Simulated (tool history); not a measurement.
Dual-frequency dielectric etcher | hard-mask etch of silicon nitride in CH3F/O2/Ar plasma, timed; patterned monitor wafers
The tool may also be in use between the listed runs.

run	hour	source power (kW)	bias power (kW)	etch time (s)	mean etch depth across the wafer (nm)
1	0	0.41	0.062	225.5	157.12
2	5.9	0.41	0.062	225.5	157
3	10.5	0.41	0.062	235.5	164.04
4	18.9	0.38	0.062	235.5	159.57
5	23.4	0.35	0.062	235.5	154.13
6	25.6	0.35	0.053	235.5	146.69

Forecast run 7:
7	32.7	0.35	0.053	235.5	?

Run 7 gave mean etch depth across the wafer (nm) 146.49.
